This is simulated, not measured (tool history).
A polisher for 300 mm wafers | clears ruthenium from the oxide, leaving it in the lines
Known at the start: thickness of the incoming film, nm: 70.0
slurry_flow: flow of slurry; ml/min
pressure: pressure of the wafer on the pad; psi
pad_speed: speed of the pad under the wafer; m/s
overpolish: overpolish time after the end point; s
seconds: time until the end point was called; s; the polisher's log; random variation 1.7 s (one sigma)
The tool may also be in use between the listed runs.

run  hour  slurry_flow  pressure  pad_speed  overpolish  seconds
  1   0.0          220       1.7       0.88          22   103.56
  2   4.8          220       1.5       0.88          22   110.15
  3   7.6          220       1.4       0.88          22   114.91
  4  15.6          220       1.4       0.88          22   118.26
  5  24.4          220       1.6       0.88          22   106.35
  6  30.4          220       1.5       0.88          22   112.95
  7  31.1          220       1.4       0.88          22   118.13

The next listed run, before its measurement:
  8  34.5          220       1.3       0.88          22        ?

Run 8 gave seconds 123.74 s.
